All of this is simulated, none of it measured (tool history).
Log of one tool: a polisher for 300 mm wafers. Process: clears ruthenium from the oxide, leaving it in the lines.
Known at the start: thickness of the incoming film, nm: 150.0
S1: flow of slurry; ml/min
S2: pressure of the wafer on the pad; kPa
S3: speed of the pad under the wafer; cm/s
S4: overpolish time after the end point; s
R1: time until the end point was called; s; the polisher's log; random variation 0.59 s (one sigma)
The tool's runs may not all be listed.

{"run": 1, "hour": 0.0, "S1": 155, "S2": 17.9, "S3": 102, "S4": 38, "R1": 94.976}
{"run": 2, "hour": 7.3, "S1": 155, "S2": 15.9, "S3": 102, "S4": 38, "R1": 106.68}
{"run": 3, "hour": 16.2, "S1": 160, "S2": 18.6, "S3": 106, "S4": 38, "R1": 88.459}
{"run": 4, "hour": 24.9, "S1": 160, "S2": 20.7, "S3": 110, "S4": 38, "R1": 74.178}
{"run": 5, "hour": 31.8, "S1": 160, "S2": 20.7, "S3": 120, "S4": 38, "R1": 70.362}
{"run": 6, "hour": 35.4, "S1": 160, "S2": 22.1, "S3": 120, "S4": 38, "R1": 66.562}
{"run": 7, "hour": 43.3, "S1": 165, "S2": 23.4, "S3": 120, "S4": 38, "R1": 62.252}
{"run": 8, "hour": 49.9, "S1": 165, "S2": 24.1, "S3": 122, "S4": 38, "R1": 59.221}
{"run": 9, "hour": 53.8, "S1": 165, "S2": 24.8, "S3": 124, "S4": 38, "R1": 57.152}
{"run": 10, "hour": 54.6, "S1": 165, "S2": 25.5, "S3": 126, "S4": 38, "R1": 54.479}
{"run": 11, "hour": 56.0, "S1": 165, "S2": 26.2, "S3": 128, "S4": 38, "R1": 53.476}
{"run": 12, "hour": 59.1, "S1": 170, "S2": 26.2, "S3": 128, "S4": 38, "R1": 51.339}

Forecast run 13:
{"run": 13, "hour": 65.8, "S1": 175, "S2": 26.2, "S3": 128, "S4": 38, "R1": "?"}

R1: 51.609 s
